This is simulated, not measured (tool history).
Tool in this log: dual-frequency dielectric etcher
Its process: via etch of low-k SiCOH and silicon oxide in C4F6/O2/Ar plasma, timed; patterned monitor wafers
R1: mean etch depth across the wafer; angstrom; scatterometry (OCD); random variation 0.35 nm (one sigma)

{"run": 1, "day": 0.0, "source power (kW)": 0.24, "bias power (kW)": 0.195, "etch time (s)": 36.5, "R1": 778.0}
{"run": 2, "day": 0.108, "source power (kW)": 0.25, "bias power (kW)": 0.197, "etch time (s)": 36.5, "R1": 792.1}
{"run": 3, "day": 0.371, "source power (kW)": 0.26, "bias power (kW)": 0.199, "etch time (s)": 36.5, "R1": 803.1}
{"run": 4, "day": 0.633, "source power (kW)": 0.27, "bias power (kW)": 0.201, "etch time (s)": 36.5, "R1": 821.34}
{"run": 5, "day": 0.704, "source power (kW)": 0.23, "bias power (kW)": 0.201, "etch time (s)": 36.5, "R1": 772.29}
{"run": 6, "day": 0.838, "source power (kW)": 0.23, "bias power (kW)": 0.201, "etch time (s)": 33.5, "R1": 713.95}
{"run": 7, "day": 1.092, "source power (kW)": 0.24, "bias power (kW)": 0.204, "etch time (s)": 33.5, "R1": 730.54}
{"run": 8, "day": 1.258, "source power (kW)": 0.25, "bias power (kW)": 0.207, "etch time (s)": 33.5, "R1": 744.31}

What does the tool deliver on the next run?
{"run": 9, "day": 1.346, "source power (kW)": 0.26, "bias power (kW)": 0.21, "etch time (s)": 33.5, "R1": "?"}

{"run 9": {"R1": 760.81}}
